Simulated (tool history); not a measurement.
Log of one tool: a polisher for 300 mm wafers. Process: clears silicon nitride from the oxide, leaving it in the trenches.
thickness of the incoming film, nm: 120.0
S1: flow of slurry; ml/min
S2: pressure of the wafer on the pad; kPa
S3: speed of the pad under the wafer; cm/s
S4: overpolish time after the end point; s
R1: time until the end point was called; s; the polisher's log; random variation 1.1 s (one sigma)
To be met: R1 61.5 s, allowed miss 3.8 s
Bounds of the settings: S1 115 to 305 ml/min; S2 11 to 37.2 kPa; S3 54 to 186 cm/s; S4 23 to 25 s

run 1 day=0 | S1=195 S2=24.1 S3=118 S4=23 | R1=93.213
run 2 day=0.042 | S1=195 S2=24.1 S3=118 S4=23 | R1=95.363
run 3 day=0.117 | S1=195 S2=20 S3=118 S4=23 | R1=111.96
run 4 day=0.442 | S1=195 S2=22.8 S3=118 S4=23 | R1=96.81
run 5 day=0.517 | S1=195 S2=22.8 S3=104 S4=23 | R1=115.09
run 6 day=0.7 | S1=195 S2=25.5 S3=106 S4=23 | R1=98.877
run 7 day=0.892 | S1=195 S2=27.6 S3=108 S4=23 | R1=90.936
run 8 day=0.942 | S1=195 S2=29.6 S3=110 S4=23 | R1=82.679
run 9 day=1.212 | S1=195 S2=29.6 S3=110 S4=23 | R1=81.396
run 10 day=1.575 | S1=195 S2=31 S3=110 S4=23 | R1=80.983

Which of these 5 next moves meets every target?
run A day=1.938 | S1=225 S2=33.8 S3=110 S4=23 | R1=?
run B day=1.938 | S1=205 S2=31 S3=124 S4=23 | R1=?
run C day=1.938 | S1=185 S2=30.3 S3=120 S4=25 | R1=?
run D day=1.938 | S1=230 S2=33.1 S3=130 S4=25 | R1=?
run E day=1.938 | S1=205 S2=31.7 S3=120 S4=23 | R1=?

move=A R1=71.98
move=B R1=70.452
move=C R1=75.384
move=D R1=62.295
move=E R1=71.186
A: nearer than the last run, and not there yet
B: nearer than the last run, and not there yet
C: nearer than the last run, and not there yet
D: meets every target
E: nearer than the last run, and not there yet
Answer: D
